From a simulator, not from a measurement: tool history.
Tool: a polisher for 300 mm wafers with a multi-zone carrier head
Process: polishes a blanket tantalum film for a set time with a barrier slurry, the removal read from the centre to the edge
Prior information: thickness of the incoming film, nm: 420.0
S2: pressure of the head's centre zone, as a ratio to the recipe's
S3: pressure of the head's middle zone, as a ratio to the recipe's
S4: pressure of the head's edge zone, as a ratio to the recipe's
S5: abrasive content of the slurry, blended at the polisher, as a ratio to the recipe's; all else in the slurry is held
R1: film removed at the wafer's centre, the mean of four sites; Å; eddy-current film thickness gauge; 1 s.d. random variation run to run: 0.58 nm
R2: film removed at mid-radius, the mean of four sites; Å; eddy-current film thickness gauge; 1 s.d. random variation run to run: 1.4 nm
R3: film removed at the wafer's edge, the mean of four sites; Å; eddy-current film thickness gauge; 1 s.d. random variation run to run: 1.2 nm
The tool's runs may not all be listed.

{"run": 1, "day": 0.0, "flow of slurry (ml/min)": 180, "S2": 1.0, "S3": 1.0, "S4": 1.0, "S5": 1.0, "polishing time (s)": 83, "R1": 1269.6, "R2": 1267.6, "R3": 1264.9}
{"run": 2, "day": 0.071, "flow of slurry (ml/min)": 180, "S2": 1.0, "S3": 1.0, "S4": 1.09, "S5": 1.0, "polishing time (s)": 83, "R1": 1280.9, "R2": 1211.9, "R3": 1330.3}
{"run": 3, "day": 0.288, "flow of slurry (ml/min)": 180, "S2": 1.0, "S3": 1.0, "S4": 1.09, "S5": 1.0, "polishing time (s)": 67, "R1": 1029.3, "R2": 999.98, "R3": 1069.9}
{"run": 4, "day": 0.583, "flow of slurry (ml/min)": 175, "S2": 0.99, "S3": 1.01, "S4": 1.07, "S5": 1.0, "polishing time (s)": 67, "R1": 1008.1, "R2": 1023.8, "R3": 1055.8}
{"run": 5, "day": 0.917, "flow of slurry (ml/min)": 175, "S2": 1.05, "S3": 1.01, "S4": 1.07, "S5": 1.0, "polishing time (s)": 67, "R1": 1069.0, "R2": 1029.7, "R3": 1055.7}
{"run": 6, "day": 1.088, "flow of slurry (ml/min)": 170, "S2": 1.04, "S3": 1.02, "S4": 1.06, "S5": 1.0, "polishing time (s)": 67, "R1": 1043.8, "R2": 1012.7, "R3": 1026.8}
{"run": 7, "day": 1.167, "flow of slurry (ml/min)": 165, "S2": 1.03, "S3": 1.03, "S4": 1.05, "S5": 1.0, "polishing time (s)": 67, "R1": 1044.9, "R2": 1023.8, "R3": 1041.6}
{"run": 8, "day": 1.338, "flow of slurry (ml/min)": 170, "S2": 0.93, "S3": 1.12, "S4": 0.95, "S5": 0.75, "polishing time (s)": 66, "R1": 838.44, "R2": 964.96, "R3": 858.13}
{"run": 9, "day": 1.4, "flow of slurry (ml/min)": 175, "S2": 0.93, "S3": 1.12, "S4": 0.96, "S5": 0.75, "polishing time (s)": 66, "R1": 841.0, "R2": 970.89, "R3": 878.64}
{"run": 10, "day": 1.483, "flow of slurry (ml/min)": 180, "S2": 0.93, "S3": 1.12, "S4": 0.97, "S5": 0.75, "polishing time (s)": 66, "R1": 845.66, "R2": 966.47, "R3": 877.16}
{"run": 11, "day": 1.808, "flow of slurry (ml/min)": 185, "S2": 0.93, "S3": 1.12, "S4": 0.98, "S5": 0.75, "polishing time (s)": 66, "R1": 846.57, "R2": 971.75, "R3": 899.81}
{"run": 12, "day": 2.167, "flow of slurry (ml/min)": 190, "S2": 0.93, "S3": 1.12, "S4": 0.98, "S5": 0.75, "polishing time (s)": 66, "R1": 845.86, "R2": 980.71, "R3": 871.29}
{"run": 13, "day": 2.538, "flow of slurry (ml/min)": 190, "S2": 0.93, "S3": 1.12, "S4": 0.99, "S5": 0.75, "polishing time (s)": 66, "R1": 849.45, "R2": 995.29, "R3": 900.17}
{"run": 14, "day": 2.604, "flow of slurry (ml/min)": 195, "S2": 0.93, "S3": 1.12, "S4": 1.0, "S5": 0.75, "polishing time (s)": 66, "R1": 852.87, "R2": 972.26, "R3": 909.74}
{"run": 15, "day": 2.708, "flow of slurry (ml/min)": 200, "S2": 0.93, "S3": 1.12, "S4": 1.0, "S5": 0.75, "polishing time (s)": 66, "R1": 860.85, "R2": 1003.1, "R3": 892.63}

What does the tool deliver on the next run?
{"run": 16, "day": 2.871, "flow of slurry (ml/min)": 200, "S2": 0.93, "S3": 1.12, "S4": 1.01, "S5": 0.75, "polishing time (s)": 66, "R1": "?", "R2": "?", "R3": "?"}

R1: 853.11 Å
R2: 995.69 Å
R3: 891.52 Å

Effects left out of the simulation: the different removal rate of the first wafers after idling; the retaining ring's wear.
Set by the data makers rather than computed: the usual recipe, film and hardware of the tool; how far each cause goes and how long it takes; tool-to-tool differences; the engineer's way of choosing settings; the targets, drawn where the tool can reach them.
